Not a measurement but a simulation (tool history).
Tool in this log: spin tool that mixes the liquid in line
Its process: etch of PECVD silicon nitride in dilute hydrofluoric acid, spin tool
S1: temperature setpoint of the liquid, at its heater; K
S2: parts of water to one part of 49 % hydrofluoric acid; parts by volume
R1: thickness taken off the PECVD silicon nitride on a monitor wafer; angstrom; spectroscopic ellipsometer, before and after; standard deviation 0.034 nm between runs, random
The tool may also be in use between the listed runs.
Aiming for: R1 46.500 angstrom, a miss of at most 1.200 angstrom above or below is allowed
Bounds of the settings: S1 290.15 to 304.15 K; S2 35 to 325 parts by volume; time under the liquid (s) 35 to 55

Run 1, hour 0.0: S1 296.15 K, S2 180 parts by volume, time under the liquid (s) 55. Result: R1 15.649 angstrom.
Run 2, hour 3.5: S1 296.15 K, S2 180 parts by volume, time under the liquid (s) 55. Result: R1 15.775 angstrom.
Run 3, hour 6.6: S1 293.65 K, S2 180 parts by volume, time under the liquid (s) 55. Result: R1 13.274 angstrom.
Run 4, hour 11.1: S1 295.65 K, S2 160 parts by volume, time under the liquid (s) 55. Result: R1 16.995 angstrom.
Run 5, hour 16.4: S1 292.65 K, S2 160 parts by volume, time under the liquid (s) 55. Result: R1 14.025 angstrom.
Run 6, hour 18.5: S1 294.65 K, S2 145 parts by volume, time under the liquid (s) 55. Result: R1 17.537 angstrom.
Run 7, hour 24.3: S1 296.65 K, S2 135 parts by volume, time under the liquid (s) 55. Result: R1 21.248 angstrom.
Run 8, hour 32.3: S1 300.65 K, S2 75 parts by volume, time under the liquid (s) 55. Result: R1 49.599 angstrom.
Run 9, hour 35.4: S1 300.15 K, S2 75 parts by volume, time under the liquid (s) 55. Result: R1 48.218 angstrom.

Next run, 5 choices. One meets every target within its allowed miss, the rest don't. Which?
Run A, hour 38.5: S1 303.15 K, S2 90 parts by volume, time under the liquid (s) 55. Result: R1 ?.
Run B, hour 38.5: S1 301.15 K, S2 75 parts by volume, time under the liquid (s) 55. Result: R1 ?.
Run C, hour 38.5: S1 301.65 K, S2 85 parts by volume, time under the liquid (s) 55. Result: R1 ?.
Run D, hour 38.5: S1 304.15 K, S2 95 parts by volume, time under the liquid (s) 55. Result: R1 ?.
Run E, hour 38.5: S1 301.65 K, S2 80 parts by volume, time under the liquid (s) 55. Result: R1 ?.

move      R1
   A  48.536
   B  51.248
   C  46.720
   D  48.944
   E  49.632
A: lands further from the targets than the last run did
B: lands further from the targets than the last run did
C: hits every target within its allowed miss
D: lands further from the targets than the last run did
E: lands further from the targets than the last run did
So the answer is move C, the one that meets all the targets.
